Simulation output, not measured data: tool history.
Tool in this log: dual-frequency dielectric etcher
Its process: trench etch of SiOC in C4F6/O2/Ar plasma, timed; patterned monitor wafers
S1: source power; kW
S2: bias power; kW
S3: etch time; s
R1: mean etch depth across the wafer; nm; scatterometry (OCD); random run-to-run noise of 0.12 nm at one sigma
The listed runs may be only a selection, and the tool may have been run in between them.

| run | day | S1 | S2 | S3 | R1 |
|---|---|---|---|---|---|
| 1 | 0 | 0.44 | 0.138 | 8.5 | 14.594 |
| 2 | 0.138 | 0.44 | 0.138 | 8 | 13.454 |
| 3 | 0.217 | 0.48 | 0.148 | 8 | 14.232 |
| 4 | 0.421 | 0.48 | 0.16 | 8 | 14.383 |
| 5 | 0.521 | 0.48 | 0.16 | 8 | 14.453 |
| 6 | 0.588 | 0.54 | 0.16 | 8 | 14.959 |
| 7 | 0.862 | 0.56 | 0.169 | 8 | 15.364 |
| 8 | 1.004 | 0.58 | 0.175 | 8 | 15.638 |
| 9 | 1.321 | 0.59 | 0.18 | 8 | 15.742 |
| 10 | 1.354 | 0.59 | 0.18 | 8 | 15.649 |

Run 11 has not been measured yet. What should we expect?
| 11 | 1.483 | 0.6 | 0.183 | 8 | ? |

R1: 15.724 nm

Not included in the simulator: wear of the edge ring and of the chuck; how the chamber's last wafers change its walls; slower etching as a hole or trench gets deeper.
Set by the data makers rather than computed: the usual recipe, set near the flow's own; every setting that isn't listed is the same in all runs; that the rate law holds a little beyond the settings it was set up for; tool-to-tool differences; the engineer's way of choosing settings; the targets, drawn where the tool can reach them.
